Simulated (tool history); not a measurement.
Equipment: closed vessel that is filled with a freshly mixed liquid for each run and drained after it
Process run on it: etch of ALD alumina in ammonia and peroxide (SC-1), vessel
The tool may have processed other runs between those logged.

run,hour,temperature setpoint of the liquid (K),parts of 29 % ammonia solution to one part of 30 % peroxide (parts by volume),time in the liquid (s),thickness taken off the ALD alumina on a monitor wafer (angstrom)
1,0.0,322.15,1.0,40,16.467
2,3.1,322.15,1.2,40,16.741
3,7.7,322.15,1.2,40,16.797
4,11.1,322.15,0.9,40,16.276
# hour 16.3: new drum of ammonia solution connected
5,16.3,322.15,0.9,40,16.462
6,22.0,322.15,0.9,40,16.446
7,24.3,323.15,0.9,40,17.439
8,28.1,324.15,0.9,40,18.407
9,29.1,325.15,0.9,40,19.363

For run 10, what comes out?
10,31.3,325.65,0.9,40,?

thickness taken off the ALD alumina on a monitor wafer (angstrom): 19.977

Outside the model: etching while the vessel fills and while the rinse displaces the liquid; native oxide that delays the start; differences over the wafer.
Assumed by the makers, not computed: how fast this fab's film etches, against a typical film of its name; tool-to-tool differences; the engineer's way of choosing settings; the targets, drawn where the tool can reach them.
